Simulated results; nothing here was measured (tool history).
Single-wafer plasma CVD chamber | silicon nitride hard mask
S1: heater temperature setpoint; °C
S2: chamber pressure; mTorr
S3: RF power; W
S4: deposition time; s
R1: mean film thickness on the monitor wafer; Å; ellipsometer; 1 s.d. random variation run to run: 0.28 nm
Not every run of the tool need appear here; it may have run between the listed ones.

run 1 hour=0.0 | S1=375 S2=1290 S3=385 S4=46.7 | R1=604.88
run 2 hour=0.9 | S1=375 S2=1430 S3=385 S4=46.7 | R1=633.67
run 3 hour=7.7 | S1=375 S2=1310 S3=380 S4=46.7 | R1=606.96
run 4 hour=15.9 | S1=369 S2=1310 S3=380 S4=46.7 | R1=615.06
run 5 hour=23.8 | S1=377 S2=1310 S3=380 S4=46.7 | R1=608.43
run 6 hour=28.4 | S1=377 S2=1200 S3=380 S4=46.7 | R1=584.95
run 7 hour=29.2 | S1=377 S2=1140 S3=380 S4=46.7 | R1=566.00
run 8 hour=30.5 | S1=378 S2=1110 S3=380 S4=46.7 | R1=560.46

Run 9 has not been measured yet. What should we expect?
run 9 hour=35.4 | S1=379 S2=1090 S3=380 S4=46.7 | R1=?

R1: 553.24 Å
